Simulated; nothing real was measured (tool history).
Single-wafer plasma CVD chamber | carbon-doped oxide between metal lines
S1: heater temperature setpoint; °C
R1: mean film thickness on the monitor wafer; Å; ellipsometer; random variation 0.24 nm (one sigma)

{"run": 1, "day": 0.0, "S1": 335, "chamber pressure (Torr)": 5.36, "RF power (W)": 535, "deposition time (s)": 16.2, "R1": 928.24}
{"run": 2, "day": 0.317, "S1": 337, "chamber pressure (Torr)": 5.16, "RF power (W)": 525, "deposition time (s)": 16.2, "R1": 917.34}
{"run": 3, "day": 0.604, "S1": 327, "chamber pressure (Torr)": 5.16, "RF power (W)": 525, "deposition time (s)": 16.2, "R1": 948.75}
{"run": 4, "day": 0.8, "S1": 327, "chamber pressure (Torr)": 4.42, "RF power (W)": 525, "deposition time (s)": 16.2, "R1": 916.25}
{"run": 5, "day": 0.908, "S1": 327, "chamber pressure (Torr)": 4.42, "RF power (W)": 575, "deposition time (s)": 16.2, "R1": 960.38}
{"run": 6, "day": 1.008, "S1": 320, "chamber pressure (Torr)": 4.42, "RF power (W)": 575, "deposition time (s)": 16.2, "R1": 988.86}
{"run": 7, "day": 1.275, "S1": 324, "chamber pressure (Torr)": 4.22, "RF power (W)": 565, "deposition time (s)": 16.2, "R1": 951.9}

The next listed run, before its measurement:
{"run": 8, "day": 1.538, "S1": 328, "chamber pressure (Torr)": 4.05, "RF power (W)": 560, "deposition time (s)": 16.2, "R1": "?"}

Run 8 gave R1 937.08 Å.

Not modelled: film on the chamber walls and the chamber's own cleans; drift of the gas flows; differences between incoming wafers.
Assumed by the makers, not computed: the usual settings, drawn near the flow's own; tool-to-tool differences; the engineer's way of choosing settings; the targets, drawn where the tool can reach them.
